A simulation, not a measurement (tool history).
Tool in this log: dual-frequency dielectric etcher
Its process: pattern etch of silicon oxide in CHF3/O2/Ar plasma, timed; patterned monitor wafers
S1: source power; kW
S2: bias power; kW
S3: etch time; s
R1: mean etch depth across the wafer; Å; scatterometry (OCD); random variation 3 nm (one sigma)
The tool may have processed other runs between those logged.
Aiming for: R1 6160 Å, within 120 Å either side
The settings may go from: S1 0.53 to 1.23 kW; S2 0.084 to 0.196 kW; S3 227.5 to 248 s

run,hour,S1,S2,S3,R1
1,0,0.88,0.14,248,5400.1
2,4.8,0.82,0.14,248,5216.7
3,12.4,0.82,0.121,248,4970
4,18.4,0.88,0.121,248,5130.9
5,21.2,0.97,0.124,248,5371.7
6,30.2,0.97,0.124,227.5,4945.7
7,31.5,1.03,0.137,229.5,5314.1
8,40.5,1.08,0.145,231,5555.6
9,42.1,1.11,0.151,232,5785.2
10,45.1,1.14,0.153,232.5,5855.4
11,48.9,1.16,0.155,233,5901.6
12,54.2,1.18,0.157,233.5,6020.8
13,56.3,1.19,0.158,233.5,6015.3

Exercise: of the 5 proposed moves below, exactly one satisfies all targets within the stated allowed misses. Which move is it?
A,58.4,1.19,0.158,227.5,?
B,58.4,1.23,0.177,236.5,?
C,58.4,1.23,0.161,232.5,?
D,58.4,1.15,0.171,227.5,?
E,58.4,1.22,0.146,227.5,?

move,R1
A,5893
B,6459.2
C,6148.5
D,5964.5
E,5801.8
A: the biggest miss grows against the last run
B: takes the biggest miss from the last run beyond its target
C: meets every target
D: the biggest miss grows against the last run
E: the biggest miss grows against the last run
So the answer is move C, the one that meets all the targets.

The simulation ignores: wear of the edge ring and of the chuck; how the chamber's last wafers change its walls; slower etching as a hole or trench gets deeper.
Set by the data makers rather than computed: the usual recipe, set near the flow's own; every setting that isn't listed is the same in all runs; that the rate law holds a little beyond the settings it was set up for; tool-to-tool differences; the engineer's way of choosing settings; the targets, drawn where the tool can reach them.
